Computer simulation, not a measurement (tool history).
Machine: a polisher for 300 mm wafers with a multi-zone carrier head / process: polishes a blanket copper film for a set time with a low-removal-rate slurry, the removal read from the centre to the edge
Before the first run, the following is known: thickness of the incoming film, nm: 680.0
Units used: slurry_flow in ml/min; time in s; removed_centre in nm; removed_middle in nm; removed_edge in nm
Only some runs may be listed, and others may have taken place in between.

run 1 hour=0.0 | slurry_flow=250 centre_zone=1.00 middle_zone=1.00 edge_zone=1.00 slurry_solids=1.00 time=66 | removed_centre=183.57 removed_middle=189.85 removed_edge=190.45
run 2 hour=3.8 | slurry_flow=250 centre_zone=1.00 middle_zone=1.07 edge_zone=1.00 slurry_solids=1.00 time=66 | removed_centre=182.61 removed_middle=197.10 removed_edge=191.53
run 3 hour=11.8 | slurry_flow=255 centre_zone=1.02 middle_zone=1.05 edge_zone=1.05 slurry_solids=1.05 time=66 | removed_centre=186.22 removed_middle=193.89 removed_edge=202.88
run 4 hour=15.2 | slurry_flow=265 centre_zone=1.04 middle_zone=1.06 edge_zone=1.06 slurry_solids=1.10 time=66 | removed_centre=192.80 removed_middle=199.01 removed_edge=201.10
run 5 hour=19.3 | slurry_flow=265 centre_zone=1.04 middle_zone=1.06 edge_zone=1.06 slurry_solids=1.10 time=55 | removed_centre=161.03 removed_middle=166.71 removed_edge=170.72
run 6 hour=20.9 | slurry_flow=265 centre_zone=1.06 middle_zone=1.05 edge_zone=1.09 slurry_solids=1.20 time=58 | removed_centre=174.03 removed_middle=175.96 removed_edge=185.27

What does the tool deliver on the next run?
-- hour=27.5 edge zone pressure recalibrated
run 7 hour=27.5 | slurry_flow=265 centre_zone=1.07 middle_zone=1.05 edge_zone=1.11 slurry_solids=1.25 time=60 | removed_centre=? removed_middle=? removed_edge=?

Logged for run 7: removed_centre 183.20 nm, removed_middle 186.41 nm, removed_edge 183.17 nm.
